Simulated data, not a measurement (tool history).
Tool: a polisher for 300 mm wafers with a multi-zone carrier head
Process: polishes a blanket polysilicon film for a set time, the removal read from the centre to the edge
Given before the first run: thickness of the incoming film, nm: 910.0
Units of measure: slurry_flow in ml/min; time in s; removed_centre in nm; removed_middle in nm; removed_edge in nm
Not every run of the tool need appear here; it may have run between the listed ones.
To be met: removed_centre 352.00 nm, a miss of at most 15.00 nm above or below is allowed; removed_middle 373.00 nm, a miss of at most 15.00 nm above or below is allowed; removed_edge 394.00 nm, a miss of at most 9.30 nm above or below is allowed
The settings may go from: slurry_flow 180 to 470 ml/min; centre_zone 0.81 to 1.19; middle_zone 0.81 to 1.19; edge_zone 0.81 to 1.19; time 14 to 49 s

| run | hour | slurry_flow | centre_zone | middle_zone | edge_zone | time | removed_centre | removed_middle | removed_edge |
|---|---|---|---|---|---|---|---|---|---|
| 1 | 0.0 | 300 | 1.00 | 1.00 | 1.00 | 31 | 350.59 | 354.45 | 346.51 |
| 2 | 5.0 | 305 | 0.99 | 1.00 | 1.04 | 31 | 350.95 | 356.63 | 353.41 |
| 3 | 9.1 | 305 | 0.99 | 1.09 | 1.04 | 31 | 336.75 | 374.86 | 355.16 |
| 4 | 13.4 | 305 | 0.99 | 1.09 | 1.04 | 28 | 302.87 | 340.72 | 318.71 |
| 5 | 15.4 | 365 | 0.99 | 1.09 | 1.04 | 28 | 311.51 | 345.91 | 319.42 |
| 6 | 17.8 | 365 | 0.99 | 1.09 | 1.04 | 22 | 244.23 | 268.56 | 256.55 |
| 7 | 20.4 | 355 | 0.98 | 1.07 | 1.07 | 24 | 268.73 | 293.43 | 279.74 |
| 8 | 25.7 | 330 | 0.96 | 1.04 | 1.10 | 26 | 272.38 | 310.33 | 303.63 |
| 9 | 28.4 | 320 | 0.97 | 1.02 | 1.12 | 28 | 296.82 | 313.68 | 332.46 |
| 10 | 35.6 | 320 | 0.98 | 1.04 | 1.13 | 29 | 309.58 | 340.04 | 343.42 |

Pick the move, out of 5, that brings all results within their allowed miss; only one does.
| A | 42.8 | 330 | 0.97 | 1.01 | 1.15 | 33 | ? | ? | ? |
| B | 42.8 | 345 | 0.97 | 1.02 | 1.06 | 35 | ? | ? | ? |
| C | 42.8 | 260 | 0.98 | 0.81 | 1.19 | 32 | ? | ? | ? |
| D | 42.8 | 335 | 0.95 | 1.09 | 1.15 | 34 | ? | ? | ? |
| E | 42.8 | 290 | 0.92 | 1.05 | 1.19 | 35 | ? | ? | ? |

| move | removed_centre | removed_middle | removed_edge |
|---|---|---|---|
| A | 356.68 | 373.50 | 396.33 |
| B | 379.57 | 400.69 | 405.12 |
| C | 342.48 | 296.41 | 386.83 |
| D | 360.46 | 411.05 | 408.22 |
| E | 355.20 | 405.80 | 424.33 |
A: meets every target
B: carries the result that was furthest off beyond its target, to the other side
C: brings the last run's worst result on target, with another outside its allowed miss
D: carries the result that was furthest off beyond its target, to the other side
E: carries the result that was furthest off beyond its target, to the other side
The right move is A.
